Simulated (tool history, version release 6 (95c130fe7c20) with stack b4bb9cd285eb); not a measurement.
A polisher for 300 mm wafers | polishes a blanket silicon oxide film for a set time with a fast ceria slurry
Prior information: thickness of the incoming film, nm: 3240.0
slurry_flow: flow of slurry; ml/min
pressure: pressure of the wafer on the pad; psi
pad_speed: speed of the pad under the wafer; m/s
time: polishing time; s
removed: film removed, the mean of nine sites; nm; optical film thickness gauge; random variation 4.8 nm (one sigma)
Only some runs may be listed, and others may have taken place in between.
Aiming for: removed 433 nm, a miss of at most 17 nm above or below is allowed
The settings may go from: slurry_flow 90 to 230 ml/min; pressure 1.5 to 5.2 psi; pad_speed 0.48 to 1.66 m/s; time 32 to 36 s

{"run": 1, "hour": 0.0, "slurry_flow": 150, "pressure": 3.3, "pad_speed": 1.06, "time": 36, "removed": 661.06}
{"run": 2, "hour": 4.9, "slurry_flow": 150, "pressure": 3.3, "pad_speed": 1.06, "time": 32, "removed": 590.29}
{"run": 3, "hour": 10.9, "slurry_flow": 150, "pressure": 3.3, "pad_speed": 1.2, "time": 32, "removed": 660.49}
{"run": 4, "hour": 13.9, "slurry_flow": 150, "pressure": 3.1, "pad_speed": 1.2, "time": 32, "removed": 613.36}
{"run": 5, "hour": 20.7, "slurry_flow": 150, "pressure": 2.9, "pad_speed": 1.2, "time": 32, "removed": 580.57}
{"run": 6, "hour": 25.6, "slurry_flow": 150, "pressure": 2.9, "pad_speed": 1.2, "time": 32, "removed": 583.03}
{"run": 7, "hour": 27.8, "slurry_flow": 150, "pressure": 2.8, "pad_speed": 1.2, "time": 32, "removed": 563.38}
{"run": 8, "hour": 31.2, "slurry_flow": 150, "pressure": 2.7, "pad_speed": 1.2, "time": 32, "removed": 535.43}
{"run": 9, "hour": 33.2, "slurry_flow": 140, "pressure": 2, "pad_speed": 1.18, "time": 32, "removed": 396.79}
{"run": 10, "hour": 37.9, "slurry_flow": 145, "pressure": 2, "pad_speed": 1.18, "time": 32, "removed": 404.11}

Exercise: of the 4 proposed moves below, exactly one satisfies all targets within the stated allowed misses. Which move is it?
{"run": "A", "hour": 42.6, "slurry_flow": 115, "pressure": 2.2, "pad_speed": 1, "time": 33, "removed": "?"}
{"run": "B", "hour": 42.6, "slurry_flow": 105, "pressure": 2.5, "pad_speed": 1.16, "time": 32, "removed": "?"}
{"run": "C", "hour": 42.6, "slurry_flow": 140, "pressure": 2.3, "pad_speed": 1.24, "time": 32, "removed": "?"}
{"run": "D", "hour": 42.6, "slurry_flow": 140, "pressure": 2, "pad_speed": 1.26, "time": 33, "removed": "?"}

move=A removed=377.07
move=B removed=459.61
move=C removed=462.89
move=D removed=423.2
A: moves away from the targets compared with the last run
B: moves the result that the last run missed by most past its target, out the other side
C: moves the result that the last run missed by most past its target, out the other side
D: hits every target within its allowed miss
Go with D: it meets all targets.

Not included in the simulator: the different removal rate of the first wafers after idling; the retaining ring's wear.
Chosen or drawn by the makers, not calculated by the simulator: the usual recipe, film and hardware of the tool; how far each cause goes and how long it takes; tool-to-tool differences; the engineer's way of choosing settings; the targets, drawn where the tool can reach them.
